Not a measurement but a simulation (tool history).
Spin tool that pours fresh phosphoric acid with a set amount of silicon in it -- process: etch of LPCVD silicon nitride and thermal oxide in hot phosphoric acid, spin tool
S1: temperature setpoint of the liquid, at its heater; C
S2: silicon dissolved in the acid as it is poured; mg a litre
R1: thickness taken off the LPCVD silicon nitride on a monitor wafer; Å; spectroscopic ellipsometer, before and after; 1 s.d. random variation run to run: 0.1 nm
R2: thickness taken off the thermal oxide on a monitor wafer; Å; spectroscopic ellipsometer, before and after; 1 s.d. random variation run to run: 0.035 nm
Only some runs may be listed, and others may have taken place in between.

run 1 day=0.000 | S1=163.0 S2=12.0 time_under_the_liquid_(s)=180 | R1=188.08 R2=4.8384
run 2 day=0.371 | S1=164.0 S2=17.0 time_under_the_liquid_(s)=195 | R1=211.72 R2=5.0043
run 3 day=0.396 | S1=164.0 S2=17.0 time_under_the_liquid_(s)=135 | R1=145.70 R2=3.2720
run 4 day=0.646 | S1=164.5 S2=20.5 time_under_the_liquid_(s)=170 | R1=187.80 R2=3.6511
run 5 day=1.004 | S1=165.5 S2=23.0 time_under_the_liquid_(s)=185 | R1=209.75 R2=3.8144
run 6 day=1.196 | S1=166.0 S2=24.5 time_under_the_liquid_(s)=195 | R1=224.11 R2=3.9153
run 7 day=1.358 | S1=166.5 S2=25.5 time_under_the_liquid_(s)=205 | R1=240.52 R2=4.2192
run 8 day=1.404 | S1=167.0 S2=26.0 time_under_the_liquid_(s)=210 | R1=250.92 R2=4.8378
-- day=1.625 dissolved silicon flow meter replaced
run 9 day=1.625 | S1=166.5 S2=26.5 time_under_the_liquid_(s)=215 | R1=251.77 R2=5.3074

What will run 10 give?
run 10 day=1.783 | S1=167.0 S2=26.5 time_under_the_liquid_(s)=215 | R1=? R2=?

{"run 10": {"R1": 257.75, "R2": 4.7967}}
